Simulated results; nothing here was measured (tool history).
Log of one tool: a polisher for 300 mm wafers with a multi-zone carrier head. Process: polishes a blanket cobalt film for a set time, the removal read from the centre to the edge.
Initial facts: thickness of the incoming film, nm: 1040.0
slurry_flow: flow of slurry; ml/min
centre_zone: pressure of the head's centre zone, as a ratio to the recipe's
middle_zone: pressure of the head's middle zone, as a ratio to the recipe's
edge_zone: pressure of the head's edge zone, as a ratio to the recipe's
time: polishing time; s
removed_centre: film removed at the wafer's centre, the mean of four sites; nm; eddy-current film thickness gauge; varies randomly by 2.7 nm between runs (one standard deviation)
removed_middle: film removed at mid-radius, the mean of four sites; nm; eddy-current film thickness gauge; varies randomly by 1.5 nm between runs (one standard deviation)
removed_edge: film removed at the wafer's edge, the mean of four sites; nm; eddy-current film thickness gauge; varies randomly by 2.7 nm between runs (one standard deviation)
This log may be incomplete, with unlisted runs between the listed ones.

{"run": 1, "hour": 0.0, "slurry_flow": 315, "centre_zone": 1.0, "middle_zone": 1.0, "edge_zone": 1.0, "time": 62, "removed_centre": 274.69, "removed_middle": 273.73, "removed_edge": 280.38}
{"run": 2, "hour": 5.2, "slurry_flow": 315, "centre_zone": 1.0, "middle_zone": 1.0, "edge_zone": 1.0, "time": 73, "removed_centre": 326.13, "removed_middle": 319.7, "removed_edge": 327.42}
{"run": 3, "hour": 11.3, "slurry_flow": 315, "centre_zone": 1.0, "middle_zone": 1.0, "edge_zone": 1.0, "time": 61, "removed_centre": 274.63, "removed_middle": 270.01, "removed_edge": 283.46}
{"run": 4, "hour": 17.5, "slurry_flow": 315, "centre_zone": 1.0, "middle_zone": 0.92, "edge_zone": 1.0, "time": 61, "removed_centre": 270.73, "removed_middle": 251.92, "removed_edge": 284.26}
{"run": 5, "hour": 21.2, "slurry_flow": 375, "centre_zone": 1.0, "middle_zone": 0.92, "edge_zone": 1.0, "time": 61, "removed_centre": 272.97, "removed_middle": 255.22, "removed_edge": 285.99}
{"run": 6, "hour": 27.7, "slurry_flow": 375, "centre_zone": 0.96, "middle_zone": 0.92, "edge_zone": 1.0, "time": 61, "removed_centre": 260.93, "removed_middle": 256.26, "removed_edge": 283.02}
{"run": 7, "hour": 32.5, "slurry_flow": 380, "centre_zone": 0.99, "middle_zone": 0.96, "edge_zone": 0.94, "time": 55, "removed_centre": 246.33, "removed_middle": 238.92, "removed_edge": 247.52}

What will run 8 give?
{"hour": 35.8, "done": "edge zone pressure recalibrated"}
{"run": 8, "hour": 35.8, "slurry_flow": 385, "centre_zone": 1.0, "middle_zone": 0.98, "edge_zone": 0.9, "time": 53, "removed_centre": "?", "removed_middle": "?", "removed_edge": "?"}

Logged for run 8: removed_centre 237.52 nm, removed_middle 231.55 nm, removed_edge 226.65 nm.

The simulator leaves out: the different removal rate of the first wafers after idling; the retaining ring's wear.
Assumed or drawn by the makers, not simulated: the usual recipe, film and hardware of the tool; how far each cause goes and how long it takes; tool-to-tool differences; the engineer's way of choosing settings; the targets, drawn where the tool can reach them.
